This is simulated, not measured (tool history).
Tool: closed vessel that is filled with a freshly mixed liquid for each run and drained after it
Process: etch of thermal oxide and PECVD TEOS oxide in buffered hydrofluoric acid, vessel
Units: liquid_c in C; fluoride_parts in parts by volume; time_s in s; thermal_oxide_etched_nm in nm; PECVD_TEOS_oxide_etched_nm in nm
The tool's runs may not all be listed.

{"run": 1, "hour": 0.0, "liquid_c": 20.0, "fluoride_parts": 9.0, "time_s": 60, "thermal_oxide_etched_nm": 71.092, "PECVD_TEOS_oxide_etched_nm": 152.48}
{"run": 2, "hour": 3.0, "liquid_c": 20.5, "fluoride_parts": 9.0, "time_s": 60, "thermal_oxide_etched_nm": 73.691, "PECVD_TEOS_oxide_etched_nm": 158.05}
{"run": 3, "hour": 5.4, "liquid_c": 20.5, "fluoride_parts": 10.0, "time_s": 60, "thermal_oxide_etched_nm": 68.82, "PECVD_TEOS_oxide_etched_nm": 146.14}
{"run": 4, "hour": 9.2, "liquid_c": 23.0, "fluoride_parts": 10.0, "time_s": 60, "thermal_oxide_etched_nm": 78.519, "PECVD_TEOS_oxide_etched_nm": 167.27}
{"run": 5, "hour": 15.7, "liquid_c": 23.0, "fluoride_parts": 12.5, "time_s": 60, "thermal_oxide_etched_nm": 62.906, "PECVD_TEOS_oxide_etched_nm": 135.1}
{"run": 6, "hour": 21.2, "liquid_c": 26.0, "fluoride_parts": 12.5, "time_s": 60, "thermal_oxide_etched_nm": 74.284, "PECVD_TEOS_oxide_etched_nm": 159.66}

Run 7 comes next. What will it give?
{"run": 7, "hour": 30.0, "liquid_c": 27.0, "fluoride_parts": 12.0, "time_s": 60, "thermal_oxide_etched_nm": "?", "PECVD_TEOS_oxide_etched_nm": "?"}

{"run 7": {"thermal_oxide_etched_nm": 82.325, "PECVD_TEOS_oxide_etched_nm": 173.75}}
